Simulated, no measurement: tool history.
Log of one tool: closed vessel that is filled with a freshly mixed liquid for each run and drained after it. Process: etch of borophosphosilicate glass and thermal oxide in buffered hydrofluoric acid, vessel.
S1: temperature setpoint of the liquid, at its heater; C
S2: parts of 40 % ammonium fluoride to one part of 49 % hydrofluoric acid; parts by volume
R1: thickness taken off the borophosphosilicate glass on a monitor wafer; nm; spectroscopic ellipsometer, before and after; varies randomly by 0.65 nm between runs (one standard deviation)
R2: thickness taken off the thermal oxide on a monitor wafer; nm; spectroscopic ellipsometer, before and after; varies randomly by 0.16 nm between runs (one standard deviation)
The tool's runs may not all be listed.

run 1 day=0 | S1=24 S2=18 time_in_the_liquid_(s)=60 | R1=102.83 R2=39.629
run 2 day=0.175 | S1=23.5 S2=18 time_in_the_liquid_(s)=60 | R1=101.05 R2=38.459
run 3 day=0.458 | S1=23.5 S2=13 time_in_the_liquid_(s)=60 | R1=139.89 R2=53.261
run 4 day=0.725 | S1=23.5 S2=18 time_in_the_liquid_(s)=60 | R1=100.86 R2=39.188
run 5 day=1.096 | S1=23 S2=18 time_in_the_liquid_(s)=60 | R1=98.105 R2=37.794
run 6 day=1.412 | S1=23 S2=18 time_in_the_liquid_(s)=50 | R1=81.658 R2=31.698

Expected results for the next run?
run 7 day=1.75 | S1=23.5 S2=18 time_in_the_liquid_(s)=50 | R1=? R2=?

Logged for run 7: R1 83.399 nm, R2 32.287 nm.
